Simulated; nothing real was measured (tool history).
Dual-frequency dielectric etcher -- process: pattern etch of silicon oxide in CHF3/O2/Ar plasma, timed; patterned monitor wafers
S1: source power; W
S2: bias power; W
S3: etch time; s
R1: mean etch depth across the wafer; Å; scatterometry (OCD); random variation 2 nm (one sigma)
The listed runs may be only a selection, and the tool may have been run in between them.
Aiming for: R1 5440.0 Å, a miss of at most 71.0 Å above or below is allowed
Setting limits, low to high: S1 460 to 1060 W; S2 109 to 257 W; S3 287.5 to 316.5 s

{"run": 1, "day": 0.0, "S1": 760, "S2": 183, "S3": 316.5, "R1": 7114.3}
{"run": 2, "day": 0.196, "S1": 760, "S2": 183, "S3": 316.5, "R1": 7103.3}
{"run": 3, "day": 0.225, "S1": 710, "S2": 183, "S3": 316.5, "R1": 6977.6}
{"run": 4, "day": 0.317, "S1": 650, "S2": 165, "S3": 313.0, "R1": 6438.5}
{"run": 5, "day": 0.683, "S1": 610, "S2": 156, "S3": 312.0, "R1": 6172.4}
{"run": 6, "day": 0.829, "S1": 580, "S2": 150, "S3": 311.5, "R1": 5900.1}
{"run": 7, "day": 1.188, "S1": 550, "S2": 148, "S3": 311.5, "R1": 5779.4}
{"run": 8, "day": 1.442, "S1": 530, "S2": 147, "S3": 311.5, "R1": 5722.6}
{"run": 9, "day": 1.567, "S1": 510, "S2": 146, "S3": 311.5, "R1": 5576.8}
{"run": 10, "day": 1.642, "S1": 500, "S2": 146, "S3": 311.5, "R1": 5560.9}
{"run": 11, "day": 1.754, "S1": 490, "S2": 146, "S3": 311.5, "R1": 5534.8}

Consider the 4 candidate settings below. Which is the only one whose results all fall within their allowed miss of target?
{"run": "A", "day": 1.867, "S1": 500, "S2": 152, "S3": 298.0, "R1": "?"}
{"run": "B", "day": 1.867, "S1": 470, "S2": 137, "S3": 306.0, "R1": "?"}
{"run": "C", "day": 1.867, "S1": 460, "S2": 161, "S3": 287.5, "R1": "?"}
{"run": "D", "day": 1.867, "S1": 490, "S2": 154, "S3": 305.5, "R1": "?"}

move=A R1=5424.6
move=B R1=5223.1
move=C R1=5226.0
move=D R1=5556.8
A: all results land within tolerance of their targets
B: takes the result that was furthest off past its target
C: takes the result that was furthest off past its target
D: misses by more than the last run did
The right move is A.

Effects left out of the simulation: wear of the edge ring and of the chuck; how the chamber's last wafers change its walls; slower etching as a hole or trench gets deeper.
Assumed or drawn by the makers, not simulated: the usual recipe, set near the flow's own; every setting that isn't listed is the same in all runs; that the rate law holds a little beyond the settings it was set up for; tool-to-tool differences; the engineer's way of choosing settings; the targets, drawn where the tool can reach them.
